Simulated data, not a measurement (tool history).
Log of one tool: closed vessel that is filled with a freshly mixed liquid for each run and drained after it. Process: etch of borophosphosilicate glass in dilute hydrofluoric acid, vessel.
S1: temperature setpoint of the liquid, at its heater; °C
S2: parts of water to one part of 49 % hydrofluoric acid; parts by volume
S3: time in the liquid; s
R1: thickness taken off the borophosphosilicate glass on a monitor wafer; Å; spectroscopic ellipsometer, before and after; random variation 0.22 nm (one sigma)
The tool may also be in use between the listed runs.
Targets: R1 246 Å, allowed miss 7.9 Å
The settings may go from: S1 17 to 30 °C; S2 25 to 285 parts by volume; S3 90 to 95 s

Run 1, hour 0: S1 22 °C, S2 155 parts by volume, S3 90 s. Result: R1 191.08 Å.
Run 2, hour 4.4: S1 22.5 °C, S2 155 parts by volume, S3 90 s. Result: R1 200.39 Å.
Run 3, hour 9: S1 23 °C, S2 155 parts by volume, S3 90 s. Result: R1 201.78 Å.
Run 4, hour 13.5: S1 23 °C, S2 155 parts by volume, S3 90 s. Result: R1 200.09 Å.
Run 5, hour 17.7: S1 23 °C, S2 105 parts by volume, S3 90 s. Result: R1 310.26 Å.
Run 6, hour 26.1: S1 23 °C, S2 160 parts by volume, S3 90 s. Result: R1 193.44 Å.
Run 7, hour 32.2: S1 23.5 °C, S2 160 parts by volume, S3 90 s. Result: R1 196.72 Å.
Run 8, hour 39.1: S1 24 °C, S2 160 parts by volume, S3 90 s. Result: R1 200.19 Å.
Run 9, hour 43.4: S1 24 °C, S2 160 parts by volume, S3 90 s. Result: R1 199.3 Å.
Run 10, hour 45.4: S1 24 °C, S2 160 parts by volume, S3 90 s. Result: R1 199.36 Å.
At hour 46.6: hydrofluoric acid flow meter replaced.
Run 11, hour 46.6: S1 24.5 °C, S2 160 parts by volume, S3 90 s. Result: R1 223.74 Å.
Run 12, hour 52.8: S1 25 °C, S2 160 parts by volume, S3 90 s. Result: R1 227.5 Å.
Run 13, hour 54.5: S1 25.5 °C, S2 160 parts by volume, S3 90 s. Result: R1 229.06 Å.
Run 14, hour 60.4: S1 26 °C, S2 160 parts by volume, S3 90 s. Result: R1 235.73 Å.

Which of these 4 next moves meets every target?
Run A, hour 66.3: S1 26.5 °C, S2 175 parts by volume, S3 95 s. Result: R1 ?.
Run B, hour 66.3: S1 25.5 °C, S2 175 parts by volume, S3 95 s. Result: R1 ?.
Run C, hour 66.3: S1 27 °C, S2 170 parts by volume, S3 90 s. Result: R1 ?.
Run D, hour 66.3: S1 26 °C, S2 155 parts by volume, S3 90 s. Result: R1 ?.

move      R1
   A  228.75
   B  220.49
   C  228.55
   D  245.94
A: further off than the last run
B: further off than the last run
C: further off than the last run
D: meets every target
Answer: D
